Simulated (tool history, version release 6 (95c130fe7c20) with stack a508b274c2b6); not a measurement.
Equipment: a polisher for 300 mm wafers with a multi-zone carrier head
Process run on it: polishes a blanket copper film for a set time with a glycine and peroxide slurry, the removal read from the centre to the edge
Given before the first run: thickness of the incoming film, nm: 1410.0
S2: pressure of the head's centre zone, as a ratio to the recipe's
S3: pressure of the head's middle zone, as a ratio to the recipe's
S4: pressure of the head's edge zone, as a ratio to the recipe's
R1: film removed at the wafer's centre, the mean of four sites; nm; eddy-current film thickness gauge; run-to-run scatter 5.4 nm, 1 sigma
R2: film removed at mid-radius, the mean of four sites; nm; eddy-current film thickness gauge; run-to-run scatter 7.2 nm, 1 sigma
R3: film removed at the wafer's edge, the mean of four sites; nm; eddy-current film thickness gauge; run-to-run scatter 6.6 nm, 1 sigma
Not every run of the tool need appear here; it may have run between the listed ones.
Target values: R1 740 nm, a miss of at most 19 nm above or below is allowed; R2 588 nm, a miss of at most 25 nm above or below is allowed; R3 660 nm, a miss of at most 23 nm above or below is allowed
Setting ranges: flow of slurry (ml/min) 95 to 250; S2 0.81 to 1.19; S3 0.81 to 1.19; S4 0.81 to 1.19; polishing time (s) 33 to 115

Run 1, hour 0: flow of slurry (ml/min) 160, S2 1, S3 1, S4 1, polishing time (s) 73. Result: R1 510.76 nm, R2 508.72 nm, R3 505.67 nm.
Run 2, hour 5.1: flow of slurry (ml/min) 160, S2 1, S3 0.97, S4 1, polishing time (s) 73. Result: R1 511.56 nm, R2 494.16 nm, R3 511.88 nm.
Run 3, hour 5.6: flow of slurry (ml/min) 165, S2 1.02, S3 0.97, S4 1.02, polishing time (s) 74. Result: R1 527 nm, R2 505.71 nm, R3 516.57 nm.
Run 4, hour 7.2: flow of slurry (ml/min) 170, S2 1.04, S3 0.95, S4 1.03, polishing time (s) 76. Result: R1 555.95 nm, R2 502.82 nm, R3 527.78 nm.
Run 5, hour 11.1: flow of slurry (ml/min) 170, S2 1.04, S3 0.95, S4 1.03, polishing time (s) 93. Result: R1 678.47 nm, R2 613.78 nm, R3 663.14 nm.
Run 6, hour 20: flow of slurry (ml/min) 175, S2 1.05, S3 0.94, S4 1.03, polishing time (s) 93. Result: R1 683.31 nm, R2 622.02 nm, R3 664.5 nm.
Run 7, hour 21.7: flow of slurry (ml/min) 175, S2 1.06, S3 0.93, S4 1.03, polishing time (s) 93. Result: R1 695.04 nm, R2 628.64 nm, R3 649.02 nm.
Run 8, hour 27: flow of slurry (ml/min) 175, S2 1.07, S3 0.92, S4 1.04, polishing time (s) 93. Result: R1 700.71 nm, R2 613.68 nm, R3 663.96 nm.
Run 9, hour 33.8: flow of slurry (ml/min) 175, S2 1.08, S3 0.91, S4 1.04, polishing time (s) 93. Result: R1 705.89 nm, R2 601.22 nm, R3 654.91 nm.

Consider the 5 candidate settings below. Which is the only one whose results all fall within their allowed miss of target?
Run A, hour 40.6: flow of slurry (ml/min) 180, S2 1.03, S3 0.98, S4 1, polishing time (s) 90. Result: R1 ?, R2 ?, R3 ?.
Run B, hour 40.6: flow of slurry (ml/min) 175, S2 1.03, S3 0.85, S4 1.13, polishing time (s) 91. Result: R1 ?, R2 ?, R3 ?.
Run C, hour 40.6: flow of slurry (ml/min) 175, S2 1.07, S3 0.83, S4 0.94, polishing time (s) 98. Result: R1 ?, R2 ?, R3 ?.
Run D, hour 40.6: flow of slurry (ml/min) 170, S2 1.02, S3 0.89, S4 1.1, polishing time (s) 92. Result: R1 ?, R2 ?, R3 ?.
Run E, hour 40.6: flow of slurry (ml/min) 200, S2 1.01, S3 0.97, S4 1, polishing time (s) 90. Result: R1 ?, R2 ?, R3 ?.

move      R1      R2      R3
   A  651.91  632.27  625.12
   B  656.19  568.14  662.57
   C  734.22  600.41  665.01
   D  654.63  593.92   660.7
   E  647.59  634.45  630.58
A: its largest miss is bigger than the last run's
B: its largest miss is bigger than the last run's
C: each result inside its tolerance
D: its largest miss is bigger than the last run's
E: its largest miss is bigger than the last run's
C is the move that brings every result within its allowed miss.
